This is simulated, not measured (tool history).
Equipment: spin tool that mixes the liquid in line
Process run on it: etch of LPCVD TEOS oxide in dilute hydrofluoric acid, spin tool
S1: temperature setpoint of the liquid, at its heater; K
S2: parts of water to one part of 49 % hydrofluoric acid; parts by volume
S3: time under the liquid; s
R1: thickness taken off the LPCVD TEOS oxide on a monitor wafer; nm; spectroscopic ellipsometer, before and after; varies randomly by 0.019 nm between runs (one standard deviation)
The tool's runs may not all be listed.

| run | hour | S1 | S2 | S3 | R1 |
|---|---|---|---|---|---|
| 1 | 0.0 | 296.15 | 210 | 15 | 3.1688 |
| 2 | 3.6 | 296.15 | 210 | 15 | 3.1507 |
| 3 | 6.2 | 297.65 | 195 | 15 | 3.6630 |
| 4 | 7.4 | 299.15 | 185 | 15 | 4.1458 |
| 5 | 12.9 | 299.15 | 185 | 15 | 4.1223 |
| 6 | 17.9 | 299.15 | 115 | 15 | 7.2135 |
| 7 | 23.4 | 297.65 | 115 | 15 | 6.8134 |
| 8 | 29.9 | 296.65 | 115 | 15 | 6.5545 |

Expected results for the next run?
| 9 | 30.8 | 295.65 | 115 | 15 | ? |

R1: 6.2682 nm

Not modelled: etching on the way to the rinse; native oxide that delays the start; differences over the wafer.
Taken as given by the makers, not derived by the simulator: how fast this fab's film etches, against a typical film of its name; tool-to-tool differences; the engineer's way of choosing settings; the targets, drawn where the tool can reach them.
